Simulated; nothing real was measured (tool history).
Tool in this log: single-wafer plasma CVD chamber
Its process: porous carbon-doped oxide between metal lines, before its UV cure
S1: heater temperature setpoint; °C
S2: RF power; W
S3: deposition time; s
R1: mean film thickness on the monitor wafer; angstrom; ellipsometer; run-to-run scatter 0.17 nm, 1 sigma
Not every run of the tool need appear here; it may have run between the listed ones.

{"run": 1, "hour": 0.0, "S1": 285, "S2": 445, "S3": 15.2, "R1": 807.83}
{"run": 2, "hour": 7.2, "S1": 285, "S2": 445, "S3": 15.2, "R1": 807.1}
{"run": 3, "hour": 13.8, "S1": 288, "S2": 445, "S3": 15.2, "R1": 791.66}
{"run": 4, "hour": 20.1, "S1": 288, "S2": 385, "S3": 15.2, "R1": 715.29}
{"run": 5, "hour": 27.1, "S1": 288, "S2": 385, "S3": 15.2, "R1": 719.09}
{"run": 6, "hour": 31.1, "S1": 288, "S2": 325, "S3": 15.2, "R1": 639.23}
{"run": 7, "hour": 35.1, "S1": 281, "S2": 330, "S3": 15.2, "R1": 678.02}
{"run": 8, "hour": 36.5, "S1": 276, "S2": 330, "S3": 15.2, "R1": 698.68}

Run 9 is up next; what results do you expect?
{"run": 9, "hour": 37.3, "S1": 272, "S2": 330, "S3": 15.2, "R1": "?"}

R1: 721.42 angstrom

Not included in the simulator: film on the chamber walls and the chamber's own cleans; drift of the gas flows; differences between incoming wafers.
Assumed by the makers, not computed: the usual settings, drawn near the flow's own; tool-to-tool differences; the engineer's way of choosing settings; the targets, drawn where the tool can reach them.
